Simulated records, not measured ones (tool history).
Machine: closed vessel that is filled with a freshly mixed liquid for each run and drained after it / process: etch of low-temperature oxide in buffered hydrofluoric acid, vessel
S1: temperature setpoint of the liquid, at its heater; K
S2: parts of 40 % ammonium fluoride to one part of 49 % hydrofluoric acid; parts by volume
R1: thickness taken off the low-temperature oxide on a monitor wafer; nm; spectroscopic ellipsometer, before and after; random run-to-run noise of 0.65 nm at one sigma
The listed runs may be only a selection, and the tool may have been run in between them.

Run 1, hour 0.0: S1 293.15 K, S2 23.5 parts by volume, time in the liquid (s) 100. Result: R1 99.622 nm.
Run 2, hour 5.6: S1 295.15 K, S2 21.5 parts by volume, time in the liquid (s) 100. Result: R1 118.710 nm.
Run 3, hour 12.6: S1 297.65 K, S2 21.5 parts by volume, time in the liquid (s) 100. Result: R1 137.400 nm.
Run 4, hour 13.6: S1 298.65 K, S2 20.0 parts by volume, time in the liquid (s) 100. Result: R1 151.200 nm.
Run 5, hour 18.7: S1 299.15 K, S2 19.0 parts by volume, time in the liquid (s) 100. Result: R1 164.270 nm.
Run 6, hour 25.4: S1 299.15 K, S2 25.5 parts by volume, time in the liquid (s) 100. Result: R1 132.140 nm.
Run 7, hour 26.0: S1 299.65 K, S2 23.0 parts by volume, time in the liquid (s) 100. Result: R1 144.610 nm.
Run 8, hour 33.8: S1 301.15 K, S2 15.5 parts by volume, time in the liquid (s) 100. Result: R1 222.870 nm.
Run 9, hour 39.1: S1 300.65 K, S2 15.5 parts by volume, time in the liquid (s) 100. Result: R1 218.020 nm.
Run 10, hour 43.7: S1 300.15 K, S2 15.5 parts by volume, time in the liquid (s) 100. Result: R1 211.030 nm.
Run 11, hour 45.3: S1 299.65 K, S2 15.5 parts by volume, time in the liquid (s) 100. Result: R1 205.940 nm.
At hour 52.4: thermometer replaced.
Run 12, hour 52.4: S1 299.65 K, S2 15.5 parts by volume, time in the liquid (s) 100. Result: R1 220.170 nm.
Run 13, hour 55.8: S1 299.15 K, S2 15.5 parts by volume, time in the liquid (s) 100. Result: R1 214.300 nm.

Forecast run 14:
Run 14, hour 61.2: S1 298.65 K, S2 15.5 parts by volume, time in the liquid (s) 100. Result: R1 ?.

R1: 209.290 nm
